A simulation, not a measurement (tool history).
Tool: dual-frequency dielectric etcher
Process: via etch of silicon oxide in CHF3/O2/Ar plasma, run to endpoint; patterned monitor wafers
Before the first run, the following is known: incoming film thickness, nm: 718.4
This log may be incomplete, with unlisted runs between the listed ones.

run 1 hour=0.0 | source_power_(kW)=0.840 bias_power_(kW)=0.215 | endpoint_time_(s)=288.87
run 2 hour=6.5 | source_power_(kW)=0.800 bias_power_(kW)=0.206 | endpoint_time_(s)=301.48
run 3 hour=7.2 | source_power_(kW)=0.800 bias_power_(kW)=0.231 | endpoint_time_(s)=292.56
run 4 hour=10.3 | source_power_(kW)=0.760 bias_power_(kW)=0.222 | endpoint_time_(s)=303.51
run 5 hour=17.8 | source_power_(kW)=0.670 bias_power_(kW)=0.222 | endpoint_time_(s)=331.04
run 6 hour=20.3 | source_power_(kW)=0.650 bias_power_(kW)=0.221 | endpoint_time_(s)=338.44
run 7 hour=24.1 | source_power_(kW)=0.500 bias_power_(kW)=0.195 | endpoint_time_(s)=439.84
run 8 hour=31.5 | source_power_(kW)=0.520 bias_power_(kW)=0.195 | endpoint_time_(s)=425.91
-- hour=34.7 bias power generator calibrated
run 9 hour=34.7 | source_power_(kW)=0.530 bias_power_(kW)=0.195 | endpoint_time_(s)=417.98
run 10 hour=42.1 | source_power_(kW)=0.540 bias_power_(kW)=0.195 | endpoint_time_(s)=413.74

What will run 11 give?
run 11 hour=44.6 | source_power_(kW)=0.550 bias_power_(kW)=0.195 | endpoint_time_(s)=?

Run 11 gave endpoint time (s) 406.27.

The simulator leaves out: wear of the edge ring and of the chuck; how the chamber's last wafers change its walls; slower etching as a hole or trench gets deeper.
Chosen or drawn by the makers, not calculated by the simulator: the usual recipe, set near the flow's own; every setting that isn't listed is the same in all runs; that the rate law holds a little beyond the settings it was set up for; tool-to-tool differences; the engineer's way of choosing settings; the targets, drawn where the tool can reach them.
